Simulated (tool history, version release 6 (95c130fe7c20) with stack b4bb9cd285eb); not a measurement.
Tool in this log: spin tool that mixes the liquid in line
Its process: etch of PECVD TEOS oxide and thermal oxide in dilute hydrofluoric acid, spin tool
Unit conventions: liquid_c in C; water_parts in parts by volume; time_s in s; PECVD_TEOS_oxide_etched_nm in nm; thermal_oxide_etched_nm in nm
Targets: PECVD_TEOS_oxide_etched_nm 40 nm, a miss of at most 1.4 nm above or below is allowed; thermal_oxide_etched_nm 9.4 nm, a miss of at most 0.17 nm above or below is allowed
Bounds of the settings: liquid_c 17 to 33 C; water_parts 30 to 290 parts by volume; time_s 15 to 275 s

| run | hour | liquid_c | water_parts | time_s | PECVD_TEOS_oxide_etched_nm | thermal_oxide_etched_nm |
|---|---|---|---|---|---|---|
| 1 | 0 | 25 | 160 | 140 | 15.707 | 3.7161 |
| 2 | 1 | 26 | 150 | 140 | 17.695 | 4.1621 |
| 3 | 3.9 | 22.5 | 150 | 140 | 15.574 | 3.6565 |
| 4 | 6.4 | 24 | 140 | 140 | 17.871 | 4.1754 |
| 5 | 8 | 24 | 140 | 195 | 24.864 | 5.7904 |
| 6 | 14.1 | 25 | 135 | 195 | 26.366 | 6.3957 |
| 7 | 18.3 | 25.5 | 130 | 195 | 28.38 | 6.7068 |
| 8 | 19.7 | 26.5 | 130 | 195 | 29.495 | 7.0145 |
| 9 | 20.4 | 27.5 | 130 | 195 | 31.029 | 7.1814 |
| 10 | 21.7 | 28 | 130 | 195 | 31.279 | 7.3812 |
| 11 | 30.1 | 28.5 | 130 | 195 | 32.516 | 7.5159 |

4 candidate next runs follow, results not yet known. Just one meets every target within its allowed miss. Identify it.
| A | 38.5 | 28 | 115 | 215 | ? | ? |
| B | 38.5 | 31 | 175 | 225 | ? | ? |
| C | 38.5 | 30 | 100 | 195 | ? | ? |
| D | 38.5 | 25 | 135 | 170 | ? | ? |

| move | PECVD_TEOS_oxide_etched_nm | thermal_oxide_etched_nm |
|---|---|---|
| A | 39.877 | 9.3365 |
| B | 28.274 | 6.6199 |
| C | 45.769 | 10.716 |
| D | 23.373 | 5.4724 |
A: every result within its allowed miss
B: moves away from the targets compared with the last run
C: takes the biggest miss from the last run beyond its target
D: moves away from the targets compared with the last run
The right move is A.

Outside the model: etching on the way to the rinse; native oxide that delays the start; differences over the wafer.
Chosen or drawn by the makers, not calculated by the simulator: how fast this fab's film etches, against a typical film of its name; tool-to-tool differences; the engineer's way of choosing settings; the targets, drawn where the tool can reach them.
